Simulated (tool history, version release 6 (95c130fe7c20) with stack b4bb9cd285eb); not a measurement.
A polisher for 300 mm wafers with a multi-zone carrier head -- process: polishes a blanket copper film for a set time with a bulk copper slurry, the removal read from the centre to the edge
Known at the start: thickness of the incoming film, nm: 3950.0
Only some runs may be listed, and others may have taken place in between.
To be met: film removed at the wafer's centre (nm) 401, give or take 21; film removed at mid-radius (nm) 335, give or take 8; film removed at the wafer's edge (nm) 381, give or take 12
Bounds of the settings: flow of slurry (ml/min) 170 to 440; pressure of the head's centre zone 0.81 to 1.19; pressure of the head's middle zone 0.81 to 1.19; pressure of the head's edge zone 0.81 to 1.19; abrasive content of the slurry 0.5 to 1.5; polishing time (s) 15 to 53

run,day,flow of slurry (ml/min),pressure of the head's centre zone,pressure of the head's middle zone,pressure of the head's edge zone,abrasive content of the slurry,polishing time (s),film removed at the wafer's centre (nm),film removed at mid-radius (nm),film removed at the wafer's edge (nm)
1,0,280,1,1,1,1,34,528.06,513.25,529.32
2,0.262,240,1,1,1,1,34,514.3,510.6,508.22
3,0.5,245,1,0.98,0.99,0.95,33,495.8,479.58,490.44
4,0.625,310,1,0.98,0.99,0.95,33,524.03,488.73,503.51
5,0.962,310,0.96,0.98,0.99,0.95,33,487.08,490.56,504.35
6,1.079,310,0.96,0.98,0.99,0.95,40,605.38,594.07,608.96
7,1.121,250,1.01,0.88,0.89,0.7,30,423.93,370.58,399.73
8,1.242,245,1.01,0.87,0.89,0.7,30,421.33,367.35,402.85
9,1.546,240,1.01,0.86,0.88,0.7,30,420.95,365.3,399.18
10,1.904,240,1.01,0.85,0.88,0.7,30,410.8,361.91,397.24
11,2.2,240,1.01,0.85,0.88,0.7,30,417.8,360.09,392.99
12,2.362,230,1.01,0.83,0.89,0.65,30,410.13,351.28,397.07
13,2.433,220,1.02,0.81,0.85,0.55,30,412.13,326.04,368.78

Consider the 4 candidate settings below. Which is the only one whose results all fall within their allowed miss of target?
A,2.504,250,0.96,0.88,0.89,0.55,28,?,?,?
B,2.504,240,1.05,0.88,0.82,0.5,29,?,?,?
C,2.504,210,1.07,0.82,0.89,0.5,29,?,?,?
D,2.504,335,1.01,0.82,0.91,0.65,28,?,?,?

move,film removed at the wafer's centre (nm),film removed at mid-radius (nm),film removed at the wafer's edge (nm)
A,355.01,332.41,350.41
B,392.36,335.7,341.67
C,392.11,311.29,350.15
D,399.84,334.68,375.45
A: puts the biggest miss on target and leaves a different result outside tolerance
B: puts the biggest miss on target and leaves a different result outside tolerance
C: lands further from the targets than the last run did
D: every result within its allowed miss
Move D is the one to make.
